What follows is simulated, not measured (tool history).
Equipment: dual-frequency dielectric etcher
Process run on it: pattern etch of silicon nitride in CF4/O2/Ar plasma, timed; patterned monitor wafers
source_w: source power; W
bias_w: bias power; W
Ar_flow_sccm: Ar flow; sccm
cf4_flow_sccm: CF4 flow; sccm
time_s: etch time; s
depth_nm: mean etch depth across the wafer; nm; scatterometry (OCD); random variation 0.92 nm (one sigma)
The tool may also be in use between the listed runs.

run,day,source_w,bias_w,Ar_flow_sccm,cf4_flow_sccm,time_s,depth_nm
1,0.000,460,59,128,75,194.0,344.46
2,0.054,460,59,115,75,194.0,347.07
3,0.342,500,59,115,75,194.0,375.30
4,0.662,560,59,115,75,194.0,417.43
5,0.975,530,59,115,75,194.0,395.39
6,1.250,570,59,115,75,194.0,420.63
7,1.379,540,58,115,75,194.0,400.49

What does the tool deliver on the next run?
8,1.583,440,55,117,74,193.5,?

Logged for run 8: depth_nm 319.40 nm.
